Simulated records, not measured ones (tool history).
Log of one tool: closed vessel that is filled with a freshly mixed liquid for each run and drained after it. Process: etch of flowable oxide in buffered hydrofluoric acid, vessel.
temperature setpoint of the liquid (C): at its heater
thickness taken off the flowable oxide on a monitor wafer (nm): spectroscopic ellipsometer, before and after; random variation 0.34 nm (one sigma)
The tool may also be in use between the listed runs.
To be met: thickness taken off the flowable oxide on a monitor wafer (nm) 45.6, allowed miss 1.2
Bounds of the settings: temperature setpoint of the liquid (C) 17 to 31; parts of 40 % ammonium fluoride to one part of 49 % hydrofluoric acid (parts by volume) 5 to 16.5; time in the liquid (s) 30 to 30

run	day	temperature setpoint of the liquid (C)	parts of 40 % ammonium fluoride to one part of 49 % hydrofluoric acid (parts by volume)	time in the liquid (s)	thickness taken off the flowable oxide on a monitor wafer (nm)
1	0	23	10	30	60.141
2	0.333	21.5	10	30	56.043
3	0.642	25	10	30	67.48
4	0.808	25	10	30	67.138
5	0.888	23	10	30	59.263
6	1.246	21.5	10	30	54.725
7	1.283	20.5	10	30	51.569
8	1.446	20	10	30	50.919
9	1.812	19.5	10	30	48.898
10	1.892	19	10	30	47.783

4 next moves are on the table. One of them brings every result within its allowed miss. Which?
A	1.971	18	10	30	?
B	1.971	17	8.5	30	?
C	1.971	18	9	30	?
D	1.971	19	11.5	30	?

move	thickness taken off the flowable oxide on a monitor wafer (nm)
A	45.822
B	49.223
C	48.967
D	42.31
A: meets every target
B: further off than the last run
C: further off than the last run
D: takes the result that was furthest off past its target
Answer: A

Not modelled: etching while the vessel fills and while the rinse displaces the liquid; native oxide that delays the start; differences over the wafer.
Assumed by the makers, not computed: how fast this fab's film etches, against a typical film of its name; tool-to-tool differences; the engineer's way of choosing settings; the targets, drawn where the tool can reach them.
